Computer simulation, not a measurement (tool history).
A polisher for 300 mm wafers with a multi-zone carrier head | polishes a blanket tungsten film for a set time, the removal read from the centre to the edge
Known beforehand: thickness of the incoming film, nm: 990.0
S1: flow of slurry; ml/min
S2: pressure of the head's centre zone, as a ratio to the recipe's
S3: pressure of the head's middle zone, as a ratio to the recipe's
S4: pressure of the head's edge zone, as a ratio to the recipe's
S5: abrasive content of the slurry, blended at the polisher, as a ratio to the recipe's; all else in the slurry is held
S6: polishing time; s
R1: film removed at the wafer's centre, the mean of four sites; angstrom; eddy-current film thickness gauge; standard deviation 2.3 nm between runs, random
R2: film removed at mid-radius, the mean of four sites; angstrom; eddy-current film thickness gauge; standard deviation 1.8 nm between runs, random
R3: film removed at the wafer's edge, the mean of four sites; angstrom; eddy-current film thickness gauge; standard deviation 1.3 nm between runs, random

Run 1, hour 0: S1 305 ml/min, S2 1, S3 1, S4 1, S5 1, S6 39 s. Result: R1 2456.8 angstrom, R2 2458 angstrom, R3 2394.2 angstrom.
Run 2, hour 6.3: S1 305 ml/min, S2 0.99, S3 1, S4 0.98, S5 0.95, S6 37 s. Result: R1 2259.8 angstrom, R2 2282.1 angstrom, R3 2234.8 angstrom.
Run 3, hour 8.4: S1 305 ml/min, S2 0.99, S3 1.01, S4 0.97, S5 0.9, S6 36 s. Result: R1 2218.6 angstrom, R2 2174.8 angstrom, R3 2131.1 angstrom.
Run 4, hour 16.7: S1 305 ml/min, S2 0.99, S3 1.01, S4 1.04, S5 0.9, S6 36 s. Result: R1 2195 angstrom, R2 2224.7 angstrom, R3 2229.8 angstrom.
Run 5, hour 17.7: S1 305 ml/min, S2 0.99, S3 1.01, S4 0.99, S5 0.9, S6 36 s. Result: R1 2176.7 angstrom, R2 2210 angstrom, R3 2124 angstrom.
Run 6, hour 20: S1 305 ml/min, S2 0.99, S3 0.94, S4 0.99, S5 0.9, S6 36 s. Result: R1 2200.1 angstrom, R2 2102 angstrom, R3 2167.5 angstrom.
Run 7, hour 26.7: S1 305 ml/min, S2 0.98, S3 0.96, S4 0.97, S5 0.85, S6 35 s. Result: R1 2018.7 angstrom, R2 2043.8 angstrom, R3 2041.6 angstrom.
Run 8, hour 34.2: S1 305 ml/min, S2 0.98, S3 0.97, S4 0.95, S5 0.8, S6 34 s. Result: R1 1933.7 angstrom, R2 1952.5 angstrom, R3 1929.5 angstrom.
Run 9, hour 41.3: S1 305 ml/min, S2 0.98, S3 0.98, S4 0.93, S5 0.75, S6 34 s. Result: R1 2015.3 angstrom, R2 1922.9 angstrom, R3 1873 angstrom.
Run 10, hour 47.3: S1 305 ml/min, S2 0.96, S3 0.99, S4 0.92, S5 0.7, S6 34 s. Result: R1 1895.1 angstrom, R2 1966.2 angstrom, R3 1845.9 angstrom.
Run 11, hour 49.3: S1 305 ml/min, S2 0.96, S3 0.99, S4 0.91, S5 0.65, S6 33 s. Result: R1 1777.6 angstrom, R2 1795.5 angstrom, R3 1740.3 angstrom.
Run 12, hour 54.4: S1 305 ml/min, S2 0.96, S3 1, S4 0.9, S5 0.65, S6 33 s. Result: R1 1776.6 angstrom, R2 1864 angstrom, R3 1741.2 angstrom.
Run 13, hour 61.8: S1 305 ml/min, S2 0.96, S3 1, S4 0.9, S5 0.65, S6 33 s. Result: R1 1769.8 angstrom, R2 1870.4 angstrom, R3 1720.5 angstrom.
Run 14, hour 66.9: S1 305 ml/min, S2 0.96, S3 1, S4 0.89, S5 0.65, S6 33 s. Result: R1 1722.5 angstrom, R2 1860 angstrom, R3 1739.6 angstrom.
Run 15, hour 70.9: S1 305 ml/min, S2 0.97, S3 1, S4 0.88, S5 0.65, S6 33 s. Result: R1 1836.2 angstrom, R2 1855.9 angstrom, R3 1720.6 angstrom.

Run 16 is up next; what results do you expect?
Run 16, hour 75.6: S1 295 ml/min, S2 0.91, S3 1, S4 0.81, S5 0.5, S6 29 s. Result: R1 ?, R2 ?, R3 ?.

Run 16 measured R1 1410.9 angstrom, R2 1545.4 angstrom, R3 1364.8 angstrom.

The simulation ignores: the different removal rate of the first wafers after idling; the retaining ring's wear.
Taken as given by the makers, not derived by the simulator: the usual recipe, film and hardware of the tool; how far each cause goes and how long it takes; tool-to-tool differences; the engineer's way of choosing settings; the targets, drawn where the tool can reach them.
